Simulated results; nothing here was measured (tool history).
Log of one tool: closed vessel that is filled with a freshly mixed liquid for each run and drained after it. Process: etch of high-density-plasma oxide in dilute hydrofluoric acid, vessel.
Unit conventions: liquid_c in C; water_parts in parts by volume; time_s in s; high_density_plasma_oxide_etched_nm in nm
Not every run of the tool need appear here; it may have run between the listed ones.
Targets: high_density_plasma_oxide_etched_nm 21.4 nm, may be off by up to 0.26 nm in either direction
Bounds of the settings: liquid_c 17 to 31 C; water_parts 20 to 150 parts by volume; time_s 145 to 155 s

| run | hour | liquid_c | water_parts | time_s | high_density_plasma_oxide_etched_nm |
|---|---|---|---|---|---|
| 1 | 0 | 23 | 85 | 145 | 9.6295 |
| 2 | 1.1 | 26.5 | 85 | 145 | 11.038 |
| 3 | 7.8 | 26.5 | 85 | 155 | 11.708 |
| 4 | 10.6 | 27.5 | 75 | 155 | 14.117 |
| 5 | 18.1 | 28.5 | 70 | 155 | 15.796 |
| 6 | 24.2 | 28.5 | 90 | 155 | 11.877 |
| 7 | 32.2 | 29 | 80 | 155 | 13.864 |
| 8 | 36.4 | 31 | 50 | 155 | 25.202 |
| 9 | 42 | 30 | 50 | 155 | 24.304 |
| 10 | 44.6 | 29 | 50 | 155 | 23.178 |
| 11 | 50.3 | 28.5 | 50 | 155 | 22.857 |
| 12 | 56.1 | 28 | 50 | 155 | 22.374 |
| 13 | 63.9 | 27.5 | 50 | 155 | 21.769 |

Exactly one of the 4 candidate moves below puts every result within its allowed miss. Which one?
| A | 71.7 | 28 | 50 | 145 | ? |
| B | 71.7 | 26.5 | 50 | 155 | ? |
| C | 71.7 | 22 | 40 | 150 | ? |
| D | 71.7 | 31 | 60 | 155 | ? |

| move | high_density_plasma_oxide_etched_nm |
|---|---|
| A | 20.937 |
| B | 21.074 |
| C | 21.461 |
| D | 20.665 |
A: carries the result that was furthest off beyond its target, to the other side
B: carries the result that was furthest off beyond its target, to the other side
C: every result lands within tolerance
D: carries the result that was furthest off beyond its target, to the other side
Move C is the one to make.

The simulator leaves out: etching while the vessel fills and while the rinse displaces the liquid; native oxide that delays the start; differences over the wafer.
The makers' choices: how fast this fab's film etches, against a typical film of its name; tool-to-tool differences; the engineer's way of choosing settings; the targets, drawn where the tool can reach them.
